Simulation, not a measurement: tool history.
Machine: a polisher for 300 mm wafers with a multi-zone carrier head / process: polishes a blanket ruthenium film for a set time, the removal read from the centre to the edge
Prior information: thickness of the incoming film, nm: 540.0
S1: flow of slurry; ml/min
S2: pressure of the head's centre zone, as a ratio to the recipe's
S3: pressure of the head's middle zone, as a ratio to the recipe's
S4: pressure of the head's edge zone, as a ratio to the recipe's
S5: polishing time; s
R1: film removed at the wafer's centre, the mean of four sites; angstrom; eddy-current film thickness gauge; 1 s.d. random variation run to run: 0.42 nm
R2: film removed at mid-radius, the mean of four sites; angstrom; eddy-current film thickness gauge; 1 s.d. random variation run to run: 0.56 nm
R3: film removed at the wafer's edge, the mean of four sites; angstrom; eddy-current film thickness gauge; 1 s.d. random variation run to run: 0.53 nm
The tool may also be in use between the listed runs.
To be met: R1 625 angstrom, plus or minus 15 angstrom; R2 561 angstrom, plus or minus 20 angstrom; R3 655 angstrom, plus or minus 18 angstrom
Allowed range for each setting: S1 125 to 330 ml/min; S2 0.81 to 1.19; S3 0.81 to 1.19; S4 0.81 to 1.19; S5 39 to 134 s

run  hour   S1    S2    S3    S4  S5      R1      R2      R3
  1     0  210     1     1     1  86  743.21  709.54  721.09
  2   7.9  190     1     1     1  86  717.14  704.39  713.82
  3  15.8  180  0.99  0.96  0.99  85  706.38  657.47   702.4
  4  21.4  170  0.97  0.94  0.98  84  669.89  647.79  678.62
  5  24.4  165  0.97  0.91  0.98  84  664.17  621.44  675.07
  6  31.7  165  0.97  0.91  0.94  84  671.37  627.75  658.55
  7  35.5  160  0.96  0.89  0.95  84  652.68  592.73  653.63
  8    43  155  0.96  0.88  0.96  84  649.63   595.1  664.14

4 candidate next runs follow, results not yet known. Just one meets every target within its allowed miss. Identify it.
  A  50.5  190  0.94  0.96  1.06  82   ?   ?   ?
  B  50.5  170  1.01  0.84  0.98  83   ?   ?   ?
  C  50.5  175  0.91  0.81  0.93  83   ?   ?   ?
  D  50.5  160  0.96  0.92  0.98  81   ?   ?   ?

move      R1      R2      R3
   A  648.24  652.71  693.08
   B  689.02  579.48  667.27
   C  624.01  565.95   654.4
   D  630.51  602.46   644.8
A: its largest miss is bigger than the last run's
B: meets the target for the result that was furthest off, but another lies outside its allowed miss
C: meets every target
D: its largest miss is bigger than the last run's
Move C is the one to make.
